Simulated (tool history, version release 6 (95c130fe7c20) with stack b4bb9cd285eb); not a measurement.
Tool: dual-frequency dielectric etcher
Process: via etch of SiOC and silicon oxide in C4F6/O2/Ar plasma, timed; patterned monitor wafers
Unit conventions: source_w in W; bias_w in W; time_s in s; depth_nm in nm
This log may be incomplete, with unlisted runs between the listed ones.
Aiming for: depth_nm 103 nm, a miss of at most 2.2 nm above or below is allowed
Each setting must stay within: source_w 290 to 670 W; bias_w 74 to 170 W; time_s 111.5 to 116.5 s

run  hour  source_w  bias_w  time_s  depth_nm
  1     0       480     122   111.5    112.97
  2   6.9       460     121   111.5    112.24
  3  13.5       460     121   116.5    117.36
  4  15.5       430     119   116.5    113.24
  5  22.1       430     119   116.5    112.98
  6  24.1       430     119   116.5    113.35
  7  30.5       410     118   116.5    110.24
  8  37.1       400     117   116.5    110.57
  9  38.1       380     116   116.5    108.09
 10    40       370     115   116.5    107.92
 11  48.7       360     114   116.5    106.57
 12  53.5       360     114   116.5    106.82

Of the 5 settings listed for the next run, only one would bring every result within its allowed miss of target. Which one?
  A  58.3       400     110     115         ?
  B  58.3       330     101     115         ?
  C  58.3       390     118     115         ?
  D  58.3       390     118   116.5         ?
  E  58.3       320     113   116.5         ?

move  depth_nm
   A    107.35
   B    99.077
   C    108.38
   D    109.79
   E    102.23
A: moves away from the targets compared with the last run
B: takes the result that was furthest off past its target
C: moves away from the targets compared with the last run
D: moves away from the targets compared with the last run
E: in spec on every target
Go with E: it meets all targets.

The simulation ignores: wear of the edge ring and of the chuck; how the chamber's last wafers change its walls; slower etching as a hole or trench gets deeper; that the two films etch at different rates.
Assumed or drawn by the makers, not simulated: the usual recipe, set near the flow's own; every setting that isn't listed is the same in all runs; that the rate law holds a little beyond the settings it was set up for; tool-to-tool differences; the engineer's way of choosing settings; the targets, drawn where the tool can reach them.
